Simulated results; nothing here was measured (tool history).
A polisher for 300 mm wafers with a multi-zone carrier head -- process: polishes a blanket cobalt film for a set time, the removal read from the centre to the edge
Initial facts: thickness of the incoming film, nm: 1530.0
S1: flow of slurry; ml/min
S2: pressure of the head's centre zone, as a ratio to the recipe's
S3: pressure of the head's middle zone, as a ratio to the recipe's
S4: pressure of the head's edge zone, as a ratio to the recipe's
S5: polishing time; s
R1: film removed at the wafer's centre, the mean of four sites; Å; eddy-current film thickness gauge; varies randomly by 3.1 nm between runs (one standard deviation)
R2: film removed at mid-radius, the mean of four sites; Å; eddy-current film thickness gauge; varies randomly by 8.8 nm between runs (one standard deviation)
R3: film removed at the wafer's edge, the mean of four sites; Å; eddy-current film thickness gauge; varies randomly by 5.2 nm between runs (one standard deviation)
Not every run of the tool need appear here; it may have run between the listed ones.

run 1 hour=0.0 | S1=235 S2=1.00 S3=1.00 S4=1.00 S5=55 | R1=3680.2 R2=3669.7 R3=3627.8
run 2 hour=6.2 | S1=235 S2=1.00 S3=1.08 S4=1.00 S5=55 | R1=3654.1 R2=3914.9 R3=3639.5
run 3 hour=13.8 | S1=235 S2=1.06 S3=1.08 S4=1.00 S5=55 | R1=3876.1 R2=3898.3 R3=3684.8
run 4 hour=17.3 | S1=235 S2=1.06 S3=1.08 S4=1.00 S5=47 | R1=3267.7 R2=3414.9 R3=3090.3
run 5 hour=25.5 | S1=240 S2=1.03 S3=1.10 S4=1.03 S5=52 | R1=3527.6 R2=3726.9 R3=3515.3
run 6 hour=26.4 | S1=200 S2=1.03 S3=1.10 S4=1.03 S5=52 | R1=3445.9 R2=3593.2 R3=3431.9

For run 7, what comes out?
run 7 hour=28.7 | S1=225 S2=1.01 S3=1.12 S4=1.05 S5=56 | R1=? R2=? R3=?

{"run 7": {"R1": 3697.5, "R2": 4085.3, "R3": 3787.2}}
